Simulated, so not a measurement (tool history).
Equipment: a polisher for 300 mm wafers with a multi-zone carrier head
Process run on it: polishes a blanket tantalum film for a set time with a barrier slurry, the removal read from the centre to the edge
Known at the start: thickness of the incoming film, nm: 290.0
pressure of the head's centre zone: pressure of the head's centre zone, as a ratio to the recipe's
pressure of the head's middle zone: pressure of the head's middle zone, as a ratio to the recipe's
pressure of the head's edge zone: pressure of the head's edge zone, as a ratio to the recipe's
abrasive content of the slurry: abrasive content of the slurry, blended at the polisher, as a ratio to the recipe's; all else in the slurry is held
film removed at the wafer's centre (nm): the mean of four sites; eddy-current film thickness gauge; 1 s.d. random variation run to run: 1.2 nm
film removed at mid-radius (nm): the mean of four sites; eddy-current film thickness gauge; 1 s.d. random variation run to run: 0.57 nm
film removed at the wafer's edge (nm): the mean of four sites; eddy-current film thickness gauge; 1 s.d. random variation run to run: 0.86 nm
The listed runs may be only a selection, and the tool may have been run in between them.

run,hour,flow of slurry (ml/min),pressure of the head's centre zone,pressure of the head's middle zone,pressure of the head's edge zone,abrasive content of the slurry,polishing time (s),film removed at the wafer's centre (nm),film removed at mid-radius (nm),film removed at the wafer's edge (nm)
1,0,245,1,1,1,1,88,101.3,101.93,103.64
2,4.7,245,1,1,1,0.85,88,97.21,100.59,98.595
3,12.8,245,1,1,1.05,0.85,88,101.01,99.446,102.15
4,18.3,240,1.02,0.97,1.02,0.75,86,94.511,93.254,94.366
5,23.9,240,0.98,0.97,1.02,0.75,86,89.08,94.195,94.112
6,32.6,240,0.98,0.97,1.1,0.75,86,91.174,93.885,97.694
7,36.3,240,1.01,0.95,1.07,0.7,84,91.953,87.403,95.513
8,41.5,240,1.03,0.94,1.03,0.65,82,89.478,83.267,88.181
9,48.5,235,1.04,0.92,1,0.6,82,86.454,81.168,86.155
10,56.7,245,1.14,0.87,0.9,0.5,73,84.024,67.499,70.461

Run 11 comes next. What will it give?
11,59,250,1.13,0.88,0.91,0.5,73,?,?,?

film removed at the wafer's centre (nm): 83.633
film removed at mid-radius (nm): 68.366
film removed at the wafer's edge (nm): 70.672

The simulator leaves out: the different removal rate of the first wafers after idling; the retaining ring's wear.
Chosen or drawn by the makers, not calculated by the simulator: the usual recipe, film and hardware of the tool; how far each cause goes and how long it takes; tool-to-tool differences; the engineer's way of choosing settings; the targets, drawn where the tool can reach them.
